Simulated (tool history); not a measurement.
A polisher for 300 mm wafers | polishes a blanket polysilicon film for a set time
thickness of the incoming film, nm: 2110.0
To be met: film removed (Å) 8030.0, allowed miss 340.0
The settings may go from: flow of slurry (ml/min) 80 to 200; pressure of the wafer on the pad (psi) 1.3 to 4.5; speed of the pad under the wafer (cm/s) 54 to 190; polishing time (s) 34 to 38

run	hour	flow of slurry (ml/min)	pressure of the wafer on the pad (psi)	speed of the pad under the wafer (cm/s)	polishing time (s)	film removed (Å)
1	0.0	130	2.9	122	38	4527.7
2	1.8	130	2.9	108	38	4116.1
3	8.7	110	2.9	108	38	4047.9
4	14.0	110	3.1	108	38	4282.1
5	20.9	110	3.1	88	38	3498.1
6	24.6	110	3.1	88	34	3235.5
7	28.1	110	3.6	104	34	4300.9
8	29.0	110	3.9	118	34	5120.8
9	30.1	110	4.1	130	34	6031.4
10	34.8	110	4.2	136	34	6451.7
11	41.4	115	4.3	142	34	6933.1
12	44.5	115	4.4	146	34	7331.5
13	48.5	115	4.4	148	34	7372.4
14	52.4	115	4.4	150	34	7443.9
15	53.9	115	4.4	152	34	7367.5

Which of these 4 next moves meets every target?
A	55.4	105	4.4	142	36	?
B	55.4	105	4.0	144	34	?
C	55.4	135	4.3	142	38	?
D	55.4	130	4.1	138	34	?

move	film removed (Å)
A	7396.9
B	6450.9
C	7980.9
D	6587.2
A: as far off as the last run
B: further off than the last run
C: meets every target
D: further off than the last run
Move C is the one to make.
